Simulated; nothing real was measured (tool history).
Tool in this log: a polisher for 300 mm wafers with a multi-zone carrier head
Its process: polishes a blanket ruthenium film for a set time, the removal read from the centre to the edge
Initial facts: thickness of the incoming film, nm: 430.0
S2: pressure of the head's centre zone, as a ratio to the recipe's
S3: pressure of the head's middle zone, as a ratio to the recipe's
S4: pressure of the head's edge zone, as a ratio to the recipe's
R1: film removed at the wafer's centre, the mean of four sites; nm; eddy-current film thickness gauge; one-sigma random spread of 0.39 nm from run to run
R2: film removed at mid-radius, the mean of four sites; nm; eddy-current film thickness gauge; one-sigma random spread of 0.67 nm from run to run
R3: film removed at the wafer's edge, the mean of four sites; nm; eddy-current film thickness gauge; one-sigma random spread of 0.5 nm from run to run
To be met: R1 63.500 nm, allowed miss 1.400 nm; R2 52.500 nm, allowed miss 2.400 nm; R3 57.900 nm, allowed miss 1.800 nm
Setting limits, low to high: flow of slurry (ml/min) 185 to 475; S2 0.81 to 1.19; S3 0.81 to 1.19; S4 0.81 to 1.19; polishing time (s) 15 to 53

Run 1, day 0.000: flow of slurry (ml/min) 305, S2 1.00, S3 1.00, S4 1.00, polishing time (s) 34. Result: R1 45.790 nm, R2 44.938 nm, R3 44.329 nm.
Run 2, day 0.188: flow of slurry (ml/min) 305, S2 1.00, S3 1.00, S4 1.00, polishing time (s) 42. Result: R1 56.777 nm, R2 55.062 nm, R3 53.917 nm.
Run 3, day 0.212: flow of slurry (ml/min) 305, S2 1.08, S3 1.00, S4 1.00, polishing time (s) 42. Result: R1 61.208 nm, R2 56.330 nm, R3 54.582 nm.
Run 4, day 0.433: flow of slurry (ml/min) 305, S2 1.08, S3 0.96, S4 1.00, polishing time (s) 42. Result: R1 61.343 nm, R2 53.930 nm, R3 54.102 nm.
Run 5, day 0.788: flow of slurry (ml/min) 310, S2 1.08, S3 0.95, S4 1.02, polishing time (s) 42. Result: R1 60.854 nm, R2 53.229 nm, R3 56.051 nm.
Run 6, day 1.042: flow of slurry (ml/min) 315, S2 1.09, S3 0.94, S4 1.02, polishing time (s) 42. Result: R1 61.046 nm, R2 54.664 nm, R3 54.659 nm.
Run 7, day 1.171: flow of slurry (ml/min) 300, S2 1.10, S3 0.93, S4 1.04, polishing time (s) 42. Result: R1 61.681 nm, R2 52.715 nm, R3 56.389 nm.
Run 8, day 1.500: flow of slurry (ml/min) 300, S2 1.11, S3 0.93, S4 1.04, polishing time (s) 42. Result: R1 62.777 nm, R2 50.722 nm, R3 55.352 nm.
Run 9, day 1.696: flow of slurry (ml/min) 305, S2 1.11, S3 0.93, S4 1.05, polishing time (s) 42. Result: R1 62.673 nm, R2 52.508 nm, R3 56.001 nm.

Which of these 5 next moves meets every target?
Run A, day 1.892: flow of slurry (ml/min) 310, S2 1.15, S3 0.92, S4 1.07, polishing time (s) 43. Result: R1 ?, R2 ?, R3 ?.
Run B, day 1.892: flow of slurry (ml/min) 300, S2 1.12, S3 1.01, S4 1.03, polishing time (s) 44. Result: R1 ?, R2 ?, R3 ?.
Run C, day 1.892: flow of slurry (ml/min) 330, S2 1.15, S3 1.06, S4 1.05, polishing time (s) 43. Result: R1 ?, R2 ?, R3 ?.
Run D, day 1.892: flow of slurry (ml/min) 475, S2 1.13, S3 1.10, S4 1.03, polishing time (s) 40. Result: R1 ?, R2 ?, R3 ?.
Run E, day 1.892: flow of slurry (ml/min) 185, S2 1.13, S3 0.93, S4 1.07, polishing time (s) 45. Result: R1 ?, R2 ?, R3 ?.

move      R1      R2      R3
   A  66.805  53.082  57.663
   B  66.351  58.551  57.679
   C  67.334  60.187  57.293
   D  63.534  59.478  53.959
   E  63.224  52.041  57.056
A: puts the biggest miss on target and leaves a different result outside tolerance
B: puts the biggest miss on target and leaves a different result outside tolerance
C: puts the biggest miss on target and leaves a different result outside tolerance
D: moves away from the targets compared with the last run
E: every result within its allowed miss
Correct choice: E, which meets every target
